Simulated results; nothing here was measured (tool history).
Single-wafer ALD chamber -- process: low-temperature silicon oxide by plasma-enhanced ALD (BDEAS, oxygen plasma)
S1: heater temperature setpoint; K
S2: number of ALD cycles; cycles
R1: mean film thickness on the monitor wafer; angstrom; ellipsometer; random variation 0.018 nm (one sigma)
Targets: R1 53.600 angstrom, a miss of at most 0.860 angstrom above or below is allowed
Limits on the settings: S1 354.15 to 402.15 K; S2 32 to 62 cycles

run  hour      S1  S2      R1
  1   0.0  378.15  47  67.995
  2   7.5  370.15  47  69.393
  3  13.0  374.15  44  64.278
  4  15.3  374.15  40  58.379
  5  20.1  374.15  44  64.143
  6  22.5  377.15  42  60.977
  7  29.4  379.15  41  59.592
  8  35.4  380.15  40  57.605
  9  38.6  382.15  39  55.876
 10  46.0  384.15  39  55.702
 11  52.9  386.15  39  55.514
 12  56.1  388.15  39  55.118
     64.2  -- thermocouple changed; heater temperature recalibrated
 13  64.2  389.15  39  55.806

4 next moves are on the table. One of them brings every result within its allowed miss. Which?
  A  72.3  391.15  39   ?
  B  72.3  391.15  41   ?
  C  72.3  382.15  37   ?
  D  72.3  390.15  41   ?

move      R1
   A  55.808
   B  58.670
   C  53.922
   D  58.790
A: no better and no worse than the last run
B: the biggest miss grows against the last run
C: every result lands within tolerance
D: the biggest miss grows against the last run
Answer: C
